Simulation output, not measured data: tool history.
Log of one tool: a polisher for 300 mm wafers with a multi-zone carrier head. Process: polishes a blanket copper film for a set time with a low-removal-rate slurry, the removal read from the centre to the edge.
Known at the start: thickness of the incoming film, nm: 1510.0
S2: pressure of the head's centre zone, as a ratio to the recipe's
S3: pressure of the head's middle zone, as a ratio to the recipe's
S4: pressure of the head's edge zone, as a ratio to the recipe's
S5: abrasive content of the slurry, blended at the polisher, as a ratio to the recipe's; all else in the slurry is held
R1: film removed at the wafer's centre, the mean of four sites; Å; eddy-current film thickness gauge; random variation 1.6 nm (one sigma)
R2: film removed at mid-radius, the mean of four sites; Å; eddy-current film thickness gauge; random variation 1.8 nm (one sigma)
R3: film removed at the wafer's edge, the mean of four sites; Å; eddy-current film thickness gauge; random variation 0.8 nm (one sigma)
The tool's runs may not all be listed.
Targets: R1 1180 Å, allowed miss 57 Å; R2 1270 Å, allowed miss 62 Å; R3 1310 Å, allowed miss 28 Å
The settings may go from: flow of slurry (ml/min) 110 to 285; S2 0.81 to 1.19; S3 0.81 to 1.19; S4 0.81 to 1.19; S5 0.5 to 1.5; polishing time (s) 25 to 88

run 1 day=0 | flow_of_slurry_(ml/min)=180 S2=1 S3=1 S4=1 S5=1 polishing_time_(s)=56 | R1=970.35 R2=951.51 R3=968.57
run 2 day=0.288 | flow_of_slurry_(ml/min)=180 S2=0.92 S3=1 S4=1 S5=1 polishing_time_(s)=56 | R1=911.52 R2=973.78 R3=981.17
run 3 day=0.362 | flow_of_slurry_(ml/min)=180 S2=0.92 S3=1 S4=0.93 S5=1 polishing_time_(s)=56 | R1=879.53 R2=943.04 R3=938.08
run 4 day=0.562 | flow_of_slurry_(ml/min)=180 S2=0.92 S3=1 S4=0.88 S5=1 polishing_time_(s)=56 | R1=889.82 R2=970.08 R3=917.59
run 5 day=0.788 | flow_of_slurry_(ml/min)=180 S2=0.92 S3=1.07 S4=0.88 S5=1 polishing_time_(s)=56 | R1=896.21 R2=1012 R3=907.24
run 6 day=1.062 | flow_of_slurry_(ml/min)=195 S2=0.92 S3=1.07 S4=0.95 S5=1.15 polishing_time_(s)=57 | R1=964.39 R2=1040.7 R3=995.31
run 7 day=1.154 | flow_of_slurry_(ml/min)=205 S2=0.91 S3=1.1 S4=1 S5=1.25 polishing_time_(s)=59 | R1=995.42 R2=1175.4 R3=1085.8
run 8 day=1.238 | flow_of_slurry_(ml/min)=215 S2=0.93 S3=1.09 S4=1.05 S5=1.3 polishing_time_(s)=59 | R1=1035.7 R2=1112.9 R3=1128.3
run 9 day=1.267 | flow_of_slurry_(ml/min)=220 S2=0.94 S3=1.11 S4=1.07 S5=1.35 polishing_time_(s)=60 | R1=1085.9 R2=1200 R3=1151.6
run 10 day=1.429 | flow_of_slurry_(ml/min)=225 S2=0.94 S3=1.11 S4=1.1 S5=1.4 polishing_time_(s)=61 | R1=1119.8 R2=1236.7 R3=1205.1
run 11 day=1.575 | flow_of_slurry_(ml/min)=230 S2=0.94 S3=1.1 S4=1.12 S5=1.45 polishing_time_(s)=61 | R1=1135.2 R2=1251.4 R3=1215.6
run 12 day=1.817 | flow_of_slurry_(ml/min)=240 S2=0.92 S3=1.03 S4=1.19 S5=1.5 polishing_time_(s)=64 | R1=1155.9 R2=1293.2 R3=1349.2

5 next moves are on the table. One of them brings every result within its allowed miss. Which?
run A day=2.058 | flow_of_slurry_(ml/min)=210 S2=0.83 S3=1.02 S4=1.19 S5=1.5 polishing_time_(s)=65 | R1=? R2=? R3=?
run B day=2.058 | flow_of_slurry_(ml/min)=285 S2=0.84 S3=1.16 S4=1.14 S5=1.4 polishing_time_(s)=69 | R1=? R2=? R3=?
run C day=2.058 | flow_of_slurry_(ml/min)=185 S2=0.97 S3=1.1 S4=1.19 S5=1.45 polishing_time_(s)=65 | R1=? R2=? R3=?
run D day=2.058 | flow_of_slurry_(ml/min)=245 S2=0.93 S3=1.01 S4=1.18 S5=1.35 polishing_time_(s)=68 | R1=? R2=? R3=?
run E day=2.058 | flow_of_slurry_(ml/min)=230 S2=0.92 S3=0.96 S4=1.19 S5=1.5 polishing_time_(s)=67 | R1=? R2=? R3=?

move=A R1=1050.7 R2=1211.6 R3=1352
move=B R1=1162 R2=1445.1 R3=1424.6
move=C R1=1195.3 R2=1244.4 R3=1322.3
move=D R1=1235.2 R2=1257.8 R3=1401.2
move=E R1=1218 R2=1211.6 R3=1407.7
A: further off than the last run
B: further off than the last run
C: meets every target
D: further off than the last run
E: further off than the last run
Answer: C
